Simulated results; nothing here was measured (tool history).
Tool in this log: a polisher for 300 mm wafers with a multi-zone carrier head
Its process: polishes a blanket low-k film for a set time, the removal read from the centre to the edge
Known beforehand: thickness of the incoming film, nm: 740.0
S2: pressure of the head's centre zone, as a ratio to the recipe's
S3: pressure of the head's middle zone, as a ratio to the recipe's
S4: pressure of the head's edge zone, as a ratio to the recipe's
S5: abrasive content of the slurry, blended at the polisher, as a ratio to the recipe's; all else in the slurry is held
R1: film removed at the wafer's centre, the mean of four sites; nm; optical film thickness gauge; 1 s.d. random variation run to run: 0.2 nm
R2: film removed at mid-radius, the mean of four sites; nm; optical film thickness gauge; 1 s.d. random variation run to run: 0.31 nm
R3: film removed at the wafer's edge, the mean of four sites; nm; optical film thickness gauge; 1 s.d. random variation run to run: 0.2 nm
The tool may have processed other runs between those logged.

Run 1, hour 0: flow of slurry (ml/min) 265, S2 1, S3 1, S4 1, S5 1, polishing time (s) 66. Result: R1 25.038 nm, R2 25.79 nm, R3 25.637 nm.
Run 2, hour 2: flow of slurry (ml/min) 265, S2 1, S3 0.96, S4 1, S5 1, polishing time (s) 66. Result: R1 25.08 nm, R2 24.891 nm, R3 25.505 nm.
Run 3, hour 7.1: flow of slurry (ml/min) 265, S2 1.01, S3 0.96, S4 0.98, S5 0.95, polishing time (s) 66. Result: R1 24.647 nm, R2 24.647 nm, R3 24.604 nm.
Run 4, hour 14.8: flow of slurry (ml/min) 265, S2 1.01, S3 1.04, S4 0.98, S5 0.95, polishing time (s) 66. Result: R1 25 nm, R2 26.043 nm, R3 24.37 nm.
Run 5, hour 21.9: flow of slurry (ml/min) 265, S2 0.97, S3 1.04, S4 0.98, S5 0.95, polishing time (s) 66. Result: R1 23.766 nm, R2 25.597 nm, R3 24.565 nm.
Run 6, hour 25.8: flow of slurry (ml/min) 265, S2 1.01, S3 1.04, S4 0.98, S5 0.95, polishing time (s) 66. Result: R1 25.092 nm, R2 25.533 nm, R3 24.474 nm.
Run 7, hour 33.1: flow of slurry (ml/min) 265, S2 1.02, S3 1.04, S4 0.97, S5 0.9, polishing time (s) 66. Result: R1 24.621 nm, R2 24.222 nm, R3 23.647 nm.

Expected results for the next run?
Run 8, hour 36.6: flow of slurry (ml/min) 265, S2 1.02, S3 1.04, S4 0.97, S5 0.9, polishing time (s) 66. Result: R1 ?, R2 ?, R3 ?.

{"run 8": {"R1": 23.965, "R2": 24.662, "R3": 23.968}}
